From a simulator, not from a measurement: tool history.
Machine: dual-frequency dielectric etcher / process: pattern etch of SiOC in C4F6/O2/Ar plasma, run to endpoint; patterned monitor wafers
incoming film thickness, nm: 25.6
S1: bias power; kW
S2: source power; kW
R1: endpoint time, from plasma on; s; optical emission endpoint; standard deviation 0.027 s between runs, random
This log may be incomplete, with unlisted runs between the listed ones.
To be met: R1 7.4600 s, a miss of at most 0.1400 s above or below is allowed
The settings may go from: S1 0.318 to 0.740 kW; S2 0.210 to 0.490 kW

| run | hour | S1 | S2 | R1 |
|---|---|---|---|---|
| 1 | 0.0 | 0.529 | 0.350 | 8.8892 |
| 2 | 3.5 | 0.529 | 0.290 | 9.2958 |
| 3 | 8.8 | 0.580 | 0.290 | 8.8675 |
| 4 | 16.8 | 0.625 | 0.290 | 8.5433 |
| 5 | 18.9 | 0.663 | 0.300 | 8.2108 |
| 6 | 24.4 | 0.619 | 0.300 | 8.5702 |
| 7 | 30.8 | 0.659 | 0.320 | 8.1334 |
| 8 | 36.6 | 0.685 | 0.330 | 7.8890 |
| 9 | 42.5 | 0.702 | 0.330 | 7.8301 |
| 10 | 46.7 | 0.715 | 0.340 | 7.6973 |

Of the 4 settings listed for the next run, only one would bring every result within its allowed miss of target. Which one?
| A | 50.9 | 0.709 | 0.390 | ? |
| B | 50.9 | 0.724 | 0.300 | ? |
| C | 50.9 | 0.685 | 0.350 | ? |
| D | 50.9 | 0.655 | 0.390 | ? |

| move | R1 |
|---|---|
| A | 7.4845 |
| B | 7.8816 |
| C | 7.8117 |
| D | 7.7754 |
A: hits every target within its allowed miss
B: moves away from the targets compared with the last run
C: moves away from the targets compared with the last run
D: moves away from the targets compared with the last run
Answer: A
